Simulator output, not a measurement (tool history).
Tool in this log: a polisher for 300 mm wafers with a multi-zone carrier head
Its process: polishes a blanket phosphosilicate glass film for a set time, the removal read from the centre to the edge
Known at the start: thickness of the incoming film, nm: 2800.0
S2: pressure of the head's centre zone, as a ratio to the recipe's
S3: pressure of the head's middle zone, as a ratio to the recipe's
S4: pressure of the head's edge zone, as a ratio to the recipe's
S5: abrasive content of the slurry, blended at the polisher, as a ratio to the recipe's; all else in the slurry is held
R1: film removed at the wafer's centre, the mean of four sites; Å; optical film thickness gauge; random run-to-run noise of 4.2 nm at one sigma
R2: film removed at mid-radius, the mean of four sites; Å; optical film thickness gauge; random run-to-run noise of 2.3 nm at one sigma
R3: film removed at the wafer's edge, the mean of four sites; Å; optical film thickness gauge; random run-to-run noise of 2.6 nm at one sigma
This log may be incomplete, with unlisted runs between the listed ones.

Run 1, day 0: flow of slurry (ml/min) 155, S2 1, S3 1, S4 1, S5 1, polishing time (s) 67. Result: R1 5470.9 Å, R2 5331.3 Å, R3 5374.7 Å.
Run 2, day 0.246: flow of slurry (ml/min) 150, S2 1.01, S3 0.97, S4 0.97, S5 0.9, polishing time (s) 63. Result: R1 5018 Å, R2 4683.5 Å, R3 4849.5 Å.
Run 3, day 0.3: flow of slurry (ml/min) 150, S2 1.01, S3 0.97, S4 0.97, S5 1.1, polishing time (s) 63. Result: R1 5251.9 Å, R2 4962.5 Å, R3 5098.1 Å.
Run 4, day 0.479: flow of slurry (ml/min) 150, S2 1.05, S3 0.97, S4 0.97, S5 1.1, polishing time (s) 63. Result: R1 5554.9 Å, R2 5090.2 Å, R3 5150.4 Å.
Run 5, day 0.558: flow of slurry (ml/min) 150, S2 1.01, S3 0.97, S4 0.97, S5 1.1, polishing time (s) 63. Result: R1 5208.2 Å, R2 5039.1 Å, R3 5168.8 Å.
Run 6, day 0.85: flow of slurry (ml/min) 150, S2 1.01, S3 1.04, S4 0.97, S5 1.1, polishing time (s) 63. Result: R1 5230.3 Å, R2 5364.9 Å, R3 5170 Å.
Run 7, day 1.217: flow of slurry (ml/min) 120, S2 1.11, S3 0.94, S4 0.87, S5 0.85, polishing time (s) 46. Result: R1 3787.1 Å, R2 3173 Å, R3 3210.2 Å.
Run 8, day 1.471: flow of slurry (ml/min) 115, S2 1.11, S3 0.92, S4 0.86, S5 0.85, polishing time (s) 46. Result: R1 3770.7 Å, R2 3099.7 Å, R3 3208.9 Å.
Run 9, day 1.596: flow of slurry (ml/min) 115, S2 1.11, S3 0.91, S4 0.85, S5 0.8, polishing time (s) 46. Result: R1 3656.1 Å, R2 2948.9 Å, R3 3160.7 Å.
Run 10, day 1.842: flow of slurry (ml/min) 115, S2 1.11, S3 0.91, S4 0.84, S5 0.8, polishing time (s) 46. Result: R1 3723.2 Å, R2 2948.5 Å, R3 3123.1 Å.
Run 11, day 2.092: flow of slurry (ml/min) 110, S2 1.1, S3 0.9, S4 0.83, S5 0.75, polishing time (s) 46. Result: R1 3481.9 Å, R2 2908.8 Å, R3 2987.1 Å.

Run 12, settings as shown, results not yet in. Your forecast:
Run 12, day 2.338: flow of slurry (ml/min) 110, S2 1.1, S3 0.89, S4 0.83, S5 0.75, polishing time (s) 46. Result: R1 ?, R2 ?, R3 ?.

{"run 12": {"R1": 3468.8, "R2": 2851.2, "R3": 2993.3}}
